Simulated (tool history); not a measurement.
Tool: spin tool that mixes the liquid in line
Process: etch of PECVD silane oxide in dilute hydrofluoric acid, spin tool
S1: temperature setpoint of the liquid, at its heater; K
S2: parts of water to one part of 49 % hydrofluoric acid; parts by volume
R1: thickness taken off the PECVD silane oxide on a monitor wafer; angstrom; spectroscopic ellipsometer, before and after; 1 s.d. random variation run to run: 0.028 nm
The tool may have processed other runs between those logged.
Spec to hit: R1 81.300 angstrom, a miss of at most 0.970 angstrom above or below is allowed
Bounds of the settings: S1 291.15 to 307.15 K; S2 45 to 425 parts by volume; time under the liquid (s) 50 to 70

run 1 day=0.000 | S1=299.15 S2=235 time_under_the_liquid_(s)=70 | R1=64.485
run 2 day=0.325 | S1=299.15 S2=310 time_under_the_liquid_(s)=70 | R1=45.263
run 3 day=0.704 | S1=300.15 S2=305 time_under_the_liquid_(s)=70 | R1=47.559
run 4 day=1.075 | S1=300.15 S2=340 time_under_the_liquid_(s)=70 | R1=41.475
run 5 day=1.146 | S1=300.15 S2=410 time_under_the_liquid_(s)=70 | R1=32.024
run 6 day=1.471 | S1=300.65 S2=390 time_under_the_liquid_(s)=70 | R1=35.013
run 7 day=1.496 | S1=301.15 S2=375 time_under_the_liquid_(s)=70 | R1=37.519
run 8 day=1.746 | S1=305.15 S2=280 time_under_the_liquid_(s)=70 | R1=62.973
run 9 day=2.025 | S1=305.15 S2=275 time_under_the_liquid_(s)=70 | R1=64.284
run 10 day=2.171 | S1=305.15 S2=270 time_under_the_liquid_(s)=70 | R1=65.761
run 11 day=2.233 | S1=305.15 S2=265 time_under_the_liquid_(s)=70 | R1=67.614
run 12 day=2.275 | S1=305.15 S2=260 time_under_the_liquid_(s)=70 | R1=69.459
run 13 day=2.596 | S1=306.15 S2=245 time_under_the_liquid_(s)=70 | R1=77.253

Exactly one of the 5 candidate moves below puts every result within its allowed miss. Which one?
run A day=2.917 | S1=302.65 S2=220 time_under_the_liquid_(s)=70 | R1=?
run B day=2.917 | S1=306.15 S2=185 time_under_the_liquid_(s)=50 | R1=?
run C day=2.917 | S1=304.15 S2=225 time_under_the_liquid_(s)=70 | R1=?
run D day=2.917 | S1=306.15 S2=240 time_under_the_liquid_(s)=70 | R1=?
run E day=2.917 | S1=305.65 S2=240 time_under_the_liquid_(s)=70 | R1=?

move=A R1=78.667
move=B R1=78.656
move=C R1=80.445
move=D R1=79.081
move=E R1=77.808
A: moves toward the targets from the last run without getting all of them in spec
B: moves toward the targets from the last run without getting all of them in spec
C: meets every target
D: moves toward the targets from the last run without getting all of them in spec
E: moves toward the targets from the last run without getting all of them in spec
C is the move that brings every result within its allowed miss.
